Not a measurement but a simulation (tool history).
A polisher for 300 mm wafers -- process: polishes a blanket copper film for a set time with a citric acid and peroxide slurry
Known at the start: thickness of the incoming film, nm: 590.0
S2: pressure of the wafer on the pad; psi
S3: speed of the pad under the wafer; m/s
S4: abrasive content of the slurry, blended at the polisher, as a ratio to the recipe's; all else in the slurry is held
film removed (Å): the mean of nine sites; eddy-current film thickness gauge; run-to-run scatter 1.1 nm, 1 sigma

run 1 hour=0 | flow_of_slurry_(ml/min)=245 S2=3.7 S3=0.88 S4=1 polishing_time_(s)=49 | film_removed_(Å)=1083.8
run 2 hour=7.5 | flow_of_slurry_(ml/min)=245 S2=3.7 S3=1.04 S4=1 polishing_time_(s)=49 | film_removed_(Å)=1224.7
run 3 hour=12.2 | flow_of_slurry_(ml/min)=245 S2=3.3 S3=1.02 S4=1 polishing_time_(s)=49 | film_removed_(Å)=1099.4
run 4 hour=15.7 | flow_of_slurry_(ml/min)=245 S2=3 S3=1.02 S4=1 polishing_time_(s)=49 | film_removed_(Å)=952.5
run 5 hour=23.8 | flow_of_slurry_(ml/min)=245 S2=2.9 S3=1.02 S4=1 polishing_time_(s)=49 | film_removed_(Å)=953.59
run 6 hour=28.6 | flow_of_slurry_(ml/min)=245 S2=2.7 S3=1.02 S4=1 polishing_time_(s)=49 | film_removed_(Å)=898.25

What will run 7 give?
run 7 hour=30.5 | flow_of_slurry_(ml/min)=245 S2=2.6 S3=1.02 S4=1 polishing_time_(s)=49 | film_removed_(Å)=?

{"run 7": {"film removed (Å)": 868.23}}
